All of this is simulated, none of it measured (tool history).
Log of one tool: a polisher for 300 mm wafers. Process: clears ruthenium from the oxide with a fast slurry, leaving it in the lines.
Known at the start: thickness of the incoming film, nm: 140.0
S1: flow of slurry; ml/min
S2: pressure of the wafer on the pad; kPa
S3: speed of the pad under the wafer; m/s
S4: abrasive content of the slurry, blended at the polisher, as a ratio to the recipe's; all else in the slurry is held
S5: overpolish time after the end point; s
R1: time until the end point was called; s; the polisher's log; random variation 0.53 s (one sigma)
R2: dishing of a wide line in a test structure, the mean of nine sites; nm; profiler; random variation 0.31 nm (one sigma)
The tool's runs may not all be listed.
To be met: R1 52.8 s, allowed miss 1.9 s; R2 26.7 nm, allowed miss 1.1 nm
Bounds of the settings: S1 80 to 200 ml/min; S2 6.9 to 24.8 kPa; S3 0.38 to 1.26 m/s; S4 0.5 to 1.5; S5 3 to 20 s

run,hour,S1,S2,S3,S4,S5,R1,R2
1,0,130,15.9,0.82,1,10,38.765,30.034
2,8.6,125,15.2,0.82,1,10,41.42,28.356
3,13.2,125,18.6,0.82,1,10,32.762,34.373
4,17.8,120,17.2,0.82,1,10,35.887,31.973
5,21,120,16.5,0.82,1,10,37.601,31.069
6,23.8,145,16.5,0.82,1,10,36.322,31.337
7,30.9,140,15.9,0.82,1,10,38.574,30.53
8,33.3,135,15.2,0.82,1,10,40.089,29.047
9,42.2,130,14.5,0.82,1,10,42.947,27.556
10,44.2,125,13.8,0.82,1,10,45.094,26.217
11,46.5,120,13.8,0.82,1,10,45.152,26.143
12,54.6,115,13.8,0.82,1,10,45.405,26.501
13,55.2,115,13.1,0.82,1,10,47.922,25.103
14,57.4,110,13.1,0.82,1,10,48.436,25.049
15,58.7,105,13.1,0.82,1,10,48.807,23.8
16,67.3,100,12.4,0.82,1,11,53.157,25.197
17,69.3,105,12.4,0.82,1,11,51.459,25.796

4 next moves are on the table. One of them brings every result within its allowed miss. Which?
A,71.3,100,13.1,0.86,1,10,?,?
B,71.3,100,12.4,0.9,0.9,12,?,?
C,71.3,115,13.1,0.78,0.9,12,?,?
D,71.3,120,12.4,0.86,1,10,?,?

move,R1,R2
A,48.161,24.963
B,50.249,28.447
C,53.035,27.053
D,48.644,24.73
A: further off than the last run
B: takes the result that was furthest off past its target
C: meets every target
D: further off than the last run
Move C is the one to make.
